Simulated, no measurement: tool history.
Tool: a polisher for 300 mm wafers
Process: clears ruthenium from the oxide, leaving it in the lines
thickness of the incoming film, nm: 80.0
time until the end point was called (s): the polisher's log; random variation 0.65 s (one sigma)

run,day,flow of slurry (ml/min),pressure of the wafer on the pad (kPa),speed of the pad under the wafer (m/s),overpolish time after the end point (s),time until the end point was called (s)
1,0.000,195,12.4,1.04,18,82.417
2,0.183,195,12.4,1.04,18,83.475
3,0.317,195,12.4,1.04,18,82.742
4,0.617,195,14.5,1.06,18,69.287
5,0.796,195,14.5,1.06,18,68.467
6,0.988,195,15.9,1.06,18,63.252
7,1.279,195,16.5,1.08,18,60.606

Run 8 comes next. What will it give?
# day 1.517: slurry nozzle cleaned
8,1.517,195,17.2,1.10,18,?

time until the end point was called (s): 56.180
